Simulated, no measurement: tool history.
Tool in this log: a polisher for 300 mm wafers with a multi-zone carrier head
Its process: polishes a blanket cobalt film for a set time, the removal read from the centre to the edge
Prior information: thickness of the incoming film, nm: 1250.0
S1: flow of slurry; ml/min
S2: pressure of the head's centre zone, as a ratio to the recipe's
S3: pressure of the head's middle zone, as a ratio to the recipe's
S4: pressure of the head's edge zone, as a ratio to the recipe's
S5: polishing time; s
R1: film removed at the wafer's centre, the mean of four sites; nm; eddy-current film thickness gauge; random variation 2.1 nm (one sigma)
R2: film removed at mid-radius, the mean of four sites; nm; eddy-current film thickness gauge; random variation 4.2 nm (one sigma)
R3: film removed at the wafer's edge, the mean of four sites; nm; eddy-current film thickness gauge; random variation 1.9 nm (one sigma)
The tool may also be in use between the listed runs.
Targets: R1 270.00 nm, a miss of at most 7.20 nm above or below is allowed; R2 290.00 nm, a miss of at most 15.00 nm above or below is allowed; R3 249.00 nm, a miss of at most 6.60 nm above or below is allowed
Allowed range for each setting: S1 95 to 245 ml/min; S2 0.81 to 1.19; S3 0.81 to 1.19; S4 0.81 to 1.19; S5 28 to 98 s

run,hour,S1,S2,S3,S4,S5,R1,R2,R3
1,0.0,155,1.00,1.00,1.00,63,339.41,341.67,350.16
2,2.2,125,1.00,1.00,1.00,63,312.38,334.88,329.94
3,9.2,120,1.01,1.00,0.98,62,304.02,320.87,321.84
4,12.7,120,1.01,0.96,0.98,62,297.50,302.08,320.39
# hour 21.5: slurry nozzle cleaned
5,21.5,120,1.02,0.98,0.96,61,345.36,350.60,337.28
6,27.6,120,1.02,0.93,0.96,61,347.06,334.40,342.76
7,28.7,125,1.02,0.95,0.96,58,333.23,322.64,329.25
8,36.4,125,1.02,1.05,0.86,42,246.91,257.12,226.03
9,38.9,130,1.02,1.05,0.86,43,250.95,262.85,236.30
10,41.1,135,1.02,1.06,0.85,43,252.08,263.68,232.94
11,44.1,140,1.02,1.06,0.85,44,261.95,279.43,237.36

Below are 5 possible settings for the next run. Only one of them brings all results inside the allowed miss of their targets. Which is it?
A,47.1,150,1.00,1.06,0.86,43,?,?,?
B,47.1,150,1.01,1.08,0.86,45,?,?,?
C,47.1,135,1.01,1.11,0.90,43,?,?,?
D,47.1,100,1.02,0.98,0.86,47,?,?,?
E,47.1,180,1.10,1.18,0.83,39,?,?,?

move,R1,R2,R3
A,256.24,272.33,237.28
B,270.17,289.03,248.26
C,252.01,275.95,238.39
D,254.43,254.84,242.65
E,258.98,276.76,216.58
A: the biggest miss grows against the last run
B: every result lands within tolerance
C: the biggest miss grows against the last run
D: the worst result of the last run now meets its target, but another is out of spec
E: the biggest miss grows against the last run
Answer: B
